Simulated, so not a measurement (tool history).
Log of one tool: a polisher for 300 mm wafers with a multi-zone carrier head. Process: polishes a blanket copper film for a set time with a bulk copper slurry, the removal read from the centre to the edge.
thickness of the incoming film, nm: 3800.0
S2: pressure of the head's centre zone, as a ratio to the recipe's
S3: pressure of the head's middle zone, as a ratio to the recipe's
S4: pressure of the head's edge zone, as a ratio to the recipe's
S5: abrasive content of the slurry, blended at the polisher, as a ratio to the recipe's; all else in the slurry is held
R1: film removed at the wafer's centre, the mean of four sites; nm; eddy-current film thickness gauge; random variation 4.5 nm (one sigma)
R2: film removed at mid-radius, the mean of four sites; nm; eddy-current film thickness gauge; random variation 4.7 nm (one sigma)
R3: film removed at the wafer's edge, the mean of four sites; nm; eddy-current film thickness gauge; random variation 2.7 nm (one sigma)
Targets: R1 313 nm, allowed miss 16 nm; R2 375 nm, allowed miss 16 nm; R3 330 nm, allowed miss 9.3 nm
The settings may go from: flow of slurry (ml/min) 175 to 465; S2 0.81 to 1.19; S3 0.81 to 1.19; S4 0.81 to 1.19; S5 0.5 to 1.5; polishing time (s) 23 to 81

run 1 hour=0 | flow_of_slurry_(ml/min)=295 S2=1 S3=1 S4=1 S5=1 polishing_time_(s)=52 | R1=402.09 R2=413.24 R3=422.43
run 2 hour=7 | flow_of_slurry_(ml/min)=295 S2=0.99 S3=1.01 S4=0.98 S5=0.95 polishing_time_(s)=52 | R1=395.31 R2=418.66 R3=408.33
run 3 hour=14.5 | flow_of_slurry_(ml/min)=295 S2=0.98 S3=1 S4=0.97 S5=0.9 polishing_time_(s)=52 | R1=376.4 R2=405.53 R3=409.1
run 4 hour=20 | flow_of_slurry_(ml/min)=295 S2=0.98 S3=1 S4=1.03 S5=0.9 polishing_time_(s)=52 | R1=386.24 R2=418.23 R3=412.74
run 5 hour=26.3 | flow_of_slurry_(ml/min)=295 S2=0.98 S3=1 S4=1.03 S5=1 polishing_time_(s)=52 | R1=398.14 R2=416.78 R3=430.42
run 6 hour=27.5 | flow_of_slurry_(ml/min)=295 S2=0.98 S3=1 S4=1.01 S5=0.95 polishing_time_(s)=52 | R1=393.04 R2=414.85 R3=415.59
run 7 hour=29.8 | flow_of_slurry_(ml/min)=295 S2=0.98 S3=1 S4=1 S5=0.9 polishing_time_(s)=52 | R1=389.57 R2=421.13 R3=408.1
run 8 hour=36.4 | flow_of_slurry_(ml/min)=295 S2=0.97 S3=0.99 S4=0.99 S5=0.85 polishing_time_(s)=52 | R1=388.34 R2=398.49 R3=399.38
run 9 hour=40 | flow_of_slurry_(ml/min)=290 S2=0.95 S3=1 S4=0.98 S5=0.8 polishing_time_(s)=52 | R1=357.91 R2=400.24 R3=395.92
run 10 hour=43.8 | flow_of_slurry_(ml/min)=290 S2=0.95 S3=1.01 S4=0.97 S5=0.75 polishing_time_(s)=52 | R1=370.29 R2=397.65 R3=384.41
run 11 hour=51.2 | flow_of_slurry_(ml/min)=290 S2=0.94 S3=1.02 S4=0.96 S5=0.7 polishing_time_(s)=52 | R1=348.48 R2=391.38 R3=378.24
run 12 hour=53.8 | flow_of_slurry_(ml/min)=290 S2=0.94 S3=1.03 S4=0.95 S5=0.7 polishing_time_(s)=52 | R1=338.43 R2=396.31 R3=380.15
run 13 hour=57.1 | flow_of_slurry_(ml/min)=295 S2=1.01 S3=1.08 S4=0.85 S5=0.5 polishing_time_(s)=49 | R1=325.55 R2=358.74 R3=310.86
run 14 hour=61.9 | flow_of_slurry_(ml/min)=295 S2=1 S3=1.08 S4=0.86 S5=0.5 polishing_time_(s)=49 | R1=335.62 R2=358.16 R3=317.71
run 15 hour=64.4 | flow_of_slurry_(ml/min)=295 S2=0.99 S3=1.08 S4=0.86 S5=0.5 polishing_time_(s)=49 | R1=319.51 R2=348.7 R3=316.54
run 16 hour=65.7 | flow_of_slurry_(ml/min)=295 S2=0.99 S3=1.09 S4=0.86 S5=0.5 polishing_time_(s)=49 | R1=321.19 R2=355.99 R3=314.27

Which of these 4 next moves meets every target?
run A hour=67 | flow_of_slurry_(ml/min)=250 S2=0.99 S3=1.09 S4=0.84 S5=0.55 polishing_time_(s)=51 | R1=? R2=? R3=?
run B hour=67 | flow_of_slurry_(ml/min)=325 S2=0.95 S3=1.17 S4=0.92 S5=0.75 polishing_time_(s)=45 | R1=? R2=? R3=?
run C hour=67 | flow_of_slurry_(ml/min)=315 S2=0.99 S3=1.19 S4=0.91 S5=0.5 polishing_time_(s)=53 | R1=? R2=? R3=?
run D hour=67 | flow_of_slurry_(ml/min)=315 S2=0.99 S3=1.19 S4=0.82 S5=0.55 polishing_time_(s)=51 | R1=? R2=? R3=?

move=A R1=335.64 R2=373.78 R3=322.75
move=B R1=312.99 R2=375.63 R3=323.5
move=C R1=351.64 R2=408.49 R3=347.17
move=D R1=345.16 R2=401 R3=325.16
A: brings the result that was furthest off to its target, and leaves another outside
B: meets every target
C: takes the result that was furthest off past its target
D: brings the result that was furthest off to its target, and leaves another outside
The right move is B.
